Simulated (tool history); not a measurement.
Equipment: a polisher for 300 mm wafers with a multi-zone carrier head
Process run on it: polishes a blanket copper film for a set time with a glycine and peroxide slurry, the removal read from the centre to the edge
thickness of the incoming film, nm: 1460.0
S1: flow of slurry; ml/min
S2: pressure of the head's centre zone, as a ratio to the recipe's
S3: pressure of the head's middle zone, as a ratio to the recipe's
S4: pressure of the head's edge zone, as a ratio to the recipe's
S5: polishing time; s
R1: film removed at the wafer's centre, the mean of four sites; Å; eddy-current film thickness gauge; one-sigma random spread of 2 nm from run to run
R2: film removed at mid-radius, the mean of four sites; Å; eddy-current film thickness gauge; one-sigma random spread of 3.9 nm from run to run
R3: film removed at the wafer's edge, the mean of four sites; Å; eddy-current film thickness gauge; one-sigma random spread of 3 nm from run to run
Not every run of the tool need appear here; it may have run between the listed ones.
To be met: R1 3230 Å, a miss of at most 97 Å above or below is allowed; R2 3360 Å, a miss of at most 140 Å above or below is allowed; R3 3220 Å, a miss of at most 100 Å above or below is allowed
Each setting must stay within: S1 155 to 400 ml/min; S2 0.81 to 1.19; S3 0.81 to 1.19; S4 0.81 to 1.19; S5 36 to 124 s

| run | hour | S1 | S2 | S3 | S4 | S5 | R1 | R2 | R3 |
|---|---|---|---|---|---|---|---|---|---|
| 1 | 0 | 255 | 1 | 1 | 1 | 79 | 5629.9 | 5663.8 | 5532.6 |
| 2 | 1.4 | 255 | 1 | 1.05 | 1 | 79 | 5645.8 | 5824.3 | 5540.2 |
| 3 | 9.7 | 250 | 0.99 | 1.03 | 0.98 | 73 | 5139.6 | 5200.6 | 5101.7 |
| 4 | 10.8 | 250 | 0.99 | 0.99 | 0.98 | 73 | 5114.5 | 5118.2 | 5122.3 |
| 5 | 12.7 | 250 | 0.99 | 1.01 | 0.96 | 67 | 4745.7 | 4746.2 | 4573.8 |
| 6 | 19.8 | 250 | 0.97 | 1 | 0.94 | 64 | 4430.4 | 4418.9 | 4383.5 |
| 7 | 23.7 | 240 | 0.94 | 1.05 | 0.84 | 42 | 2819.2 | 3016.6 | 2731 |
| 8 | 30.3 | 250 | 0.94 | 1.05 | 0.86 | 42 | 2850.4 | 3101.1 | 2715.3 |
| 9 | 37.2 | 185 | 0.93 | 0.97 | 0.93 | 57 | 3642.7 | 3690.8 | 3745.2 |
| 10 | 39.6 | 185 | 0.93 | 0.97 | 0.91 | 57 | 3688.8 | 3652.3 | 3702.1 |
| 11 | 43.4 | 185 | 0.92 | 0.97 | 0.89 | 57 | 3587.1 | 3734.4 | 3623 |
| 12 | 48.2 | 185 | 0.92 | 0.96 | 0.88 | 56 | 3570.4 | 3629 | 3583.5 |
| 13 | 55.7 | 185 | 0.92 | 0.96 | 0.87 | 55 | 3473.4 | 3546.7 | 3485.5 |
| 14 | 64.2 | 185 | 0.92 | 0.96 | 0.86 | 55 | 3491.3 | 3558.4 | 3494.2 |
| 15 | 66.3 | 185 | 0.92 | 0.96 | 0.85 | 55 | 3470.4 | 3617.7 | 3529.8 |
| 16 | 75 | 185 | 0.92 | 0.97 | 0.85 | 54 | 3405.1 | 3525.2 | 3379.6 |

4 next moves are on the table. One of them brings every result within its allowed miss. Which?
| A | 83.7 | 195 | 0.92 | 0.88 | 0.85 | 50 | ? | ? | ? |
| B | 83.7 | 185 | 0.88 | 1.16 | 0.81 | 49 | ? | ? | ? |
| C | 83.7 | 180 | 0.81 | 0.92 | 0.9 | 54 | ? | ? | ? |
| D | 83.7 | 230 | 0.88 | 0.95 | 0.82 | 51 | ? | ? | ? |

| move | R1 | R2 | R3 |
|---|---|---|---|
| A | 3163 | 3030.1 | 3187.7 |
| B | 2981.3 | 3716.5 | 3026.2 |
| C | 3084.8 | 3348 | 3494.2 |
| D | 3222.4 | 3380.1 | 3258.5 |
A: gets the furthest-off result to its target, but another result is out of tolerance
B: pushes the last run's worst result past its target
C: pushes the last run's worst result past its target
D: all results land within tolerance of their targets
D is the move that brings every result within its allowed miss.

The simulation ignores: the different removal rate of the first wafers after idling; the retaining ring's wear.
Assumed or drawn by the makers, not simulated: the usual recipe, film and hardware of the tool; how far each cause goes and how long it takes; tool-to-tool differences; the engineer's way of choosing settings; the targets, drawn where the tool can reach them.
